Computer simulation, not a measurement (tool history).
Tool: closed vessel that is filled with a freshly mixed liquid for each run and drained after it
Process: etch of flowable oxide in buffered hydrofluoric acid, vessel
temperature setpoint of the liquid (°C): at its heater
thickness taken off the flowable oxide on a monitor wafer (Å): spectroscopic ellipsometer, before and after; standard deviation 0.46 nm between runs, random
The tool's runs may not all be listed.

| run | hour | temperature setpoint of the liquid (°C) | parts of 40 % ammonium fluoride to one part of 49 % hydrofluoric acid (parts by volume) | time in the liquid (s) | thickness taken off the flowable oxide on a monitor wafer (Å) |
|---|---|---|---|---|---|
| 1 | 0.0 | 24.0 | 22.5 | 90 | 1110.2 |
| 2 | 7.5 | 24.0 | 16.5 | 90 | 1446.5 |
| 3 | 12.9 | 22.0 | 16.5 | 90 | 1301.7 |
| 4 | 15.8 | 20.5 | 16.5 | 90 | 1198.6 |
| 5 | 22.4 | 19.5 | 16.5 | 90 | 1131.0 |
| 6 | 27.5 | 19.0 | 16.5 | 90 | 1098.0 |
| 7 | 31.9 | 18.5 | 16.5 | 90 | 1062.4 |
| 8 | 40.3 | 18.5 | 16.5 | 90 | 1070.2 |

Forecast run 9:
| 9 | 44.7 | 18.0 | 16.5 | 90 | ? |

{"run 9": {"thickness taken off the flowable oxide on a monitor wafer (Å)": 1046.4}}

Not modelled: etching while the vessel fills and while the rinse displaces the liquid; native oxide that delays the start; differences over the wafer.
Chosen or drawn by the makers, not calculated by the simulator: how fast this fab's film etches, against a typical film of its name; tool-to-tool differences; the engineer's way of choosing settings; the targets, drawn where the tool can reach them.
